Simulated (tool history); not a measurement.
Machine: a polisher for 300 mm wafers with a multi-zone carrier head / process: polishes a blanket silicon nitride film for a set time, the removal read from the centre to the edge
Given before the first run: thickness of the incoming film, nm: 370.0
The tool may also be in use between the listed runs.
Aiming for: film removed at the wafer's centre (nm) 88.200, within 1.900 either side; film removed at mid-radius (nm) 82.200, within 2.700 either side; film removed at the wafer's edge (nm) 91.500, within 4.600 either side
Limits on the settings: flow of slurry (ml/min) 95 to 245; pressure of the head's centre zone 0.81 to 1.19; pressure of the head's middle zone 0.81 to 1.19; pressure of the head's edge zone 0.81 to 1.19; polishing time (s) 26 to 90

| run | day | flow of slurry (ml/min) | pressure of the head's centre zone | pressure of the head's middle zone | pressure of the head's edge zone | polishing time (s) | film removed at the wafer's centre (nm) | film removed at mid-radius (nm) | film removed at the wafer's edge (nm) |
|---|---|---|---|---|---|---|---|---|---|
| 1 | 0.000 | 155 | 1.00 | 1.00 | 1.00 | 58 | 73.688 | 75.788 | 74.662 |
| 2 | 0.329 | 155 | 1.00 | 1.00 | 1.00 | 63 | 80.187 | 83.082 | 82.438 |
| 3 | 0.438 | 115 | 1.00 | 1.00 | 1.00 | 63 | 74.430 | 77.900 | 77.698 |
| 4 | 0.575 | 115 | 1.00 | 1.00 | 1.00 | 57 | 66.977 | 69.667 | 70.015 |
| 5 | 0.904 | 115 | 1.06 | 1.00 | 1.00 | 57 | 71.069 | 69.632 | 70.189 |
| 6 | 1.267 | 115 | 1.06 | 1.05 | 1.00 | 57 | 70.062 | 72.412 | 69.036 |
| 7 | 1.583 | 130 | 1.06 | 1.04 | 1.03 | 57 | 73.956 | 73.585 | 71.837 |
| 8 | 1.633 | 140 | 1.05 | 1.03 | 1.05 | 58 | 76.007 | 74.443 | 74.063 |
|  | 2.000 | slurry nozzle cleaned |
| 9 | 2.000 | 145 | 1.04 | 1.02 | 1.07 | 59 | 80.501 | 80.828 | 80.665 |
| 10 | 2.021 | 150 | 1.04 | 1.00 | 1.08 | 59 | 80.781 | 79.007 | 80.546 |
| 11 | 2.088 | 155 | 1.04 | 0.99 | 1.09 | 59 | 80.550 | 78.974 | 81.170 |
| 12 | 2.275 | 160 | 1.04 | 0.98 | 1.10 | 59 | 81.895 | 78.682 | 82.108 |
| 13 | 2.546 | 165 | 1.04 | 0.97 | 1.11 | 59 | 83.142 | 78.274 | 84.032 |
| 14 | 2.858 | 170 | 1.04 | 0.97 | 1.12 | 59 | 82.726 | 78.634 | 83.599 |

Consider the 5 candidate settings below. Which is the only one whose results all fall within their allowed miss of target?
| A | 3.171 | 185 | 0.99 | 0.99 | 1.12 | 59 | ? | ? | ? |
| B | 3.171 | 95 | 1.08 | 0.94 | 1.14 | 64 | ? | ? | ? |
| C | 3.171 | 200 | 1.18 | 1.08 | 1.06 | 52 | ? | ? | ? |
| D | 3.171 | 170 | 0.93 | 0.96 | 1.19 | 59 | ? | ? | ? |
| E | 3.171 | 225 | 1.04 | 0.94 | 1.19 | 60 | ? | ? | ? |

| move | film removed at the wafer's centre (nm) | film removed at mid-radius (nm) | film removed at the wafer's edge (nm) |
|---|---|---|---|
| A | 80.191 | 81.384 | 85.898 |
| B | 81.030 | 73.488 | 85.288 |
| C | 85.489 | 78.047 | 74.191 |
| D | 74.153 | 78.263 | 87.783 |
| E | 88.325 | 81.410 | 92.028 |
A: further off than the last run
B: further off than the last run
C: further off than the last run
D: further off than the last run
E: meets every target
Answer: E
